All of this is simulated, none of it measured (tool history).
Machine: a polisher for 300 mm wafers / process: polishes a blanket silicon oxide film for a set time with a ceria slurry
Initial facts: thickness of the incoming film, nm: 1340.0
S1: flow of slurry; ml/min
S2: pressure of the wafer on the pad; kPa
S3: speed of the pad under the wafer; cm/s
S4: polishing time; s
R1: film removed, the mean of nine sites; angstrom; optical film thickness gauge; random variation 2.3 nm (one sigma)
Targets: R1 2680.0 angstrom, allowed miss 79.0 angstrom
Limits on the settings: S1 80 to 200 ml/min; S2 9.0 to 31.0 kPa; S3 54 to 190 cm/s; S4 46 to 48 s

run  hour   S1    S2   S3  S4      R1
  1   0.0  130  20.0  122  46  1987.6
  2   3.6  145  20.0  122  46  2014.5
  3   5.4  150  21.4  122  46  2132.2
  4  11.7  150  22.8  122  46  2251.0
  5  12.6  150  23.4  122  46  2274.6
  6  20.4  150  20.7  122  46  2060.5
  7  28.0  150  22.1  122  46  2207.3
  8  33.4  155  22.8  122  46  2283.0

Which of these 4 next moves meets every target?
  A  38.8  145  29.6  112  48   ?
  B  38.8  150  26.2  134  48   ?
  C  38.8  110  25.5  142  48   ?
  D  38.8  155  25.5  122  47   ?

move      R1
   A  2681.7
   B  2898.2
   C  2826.4
   D  2548.8
A: every result lands within tolerance
B: pushes the last run's worst result past its target
C: pushes the last run's worst result past its target
D: an improvement on the last run, though not all results are within tolerance
Correct choice: A, which meets every target

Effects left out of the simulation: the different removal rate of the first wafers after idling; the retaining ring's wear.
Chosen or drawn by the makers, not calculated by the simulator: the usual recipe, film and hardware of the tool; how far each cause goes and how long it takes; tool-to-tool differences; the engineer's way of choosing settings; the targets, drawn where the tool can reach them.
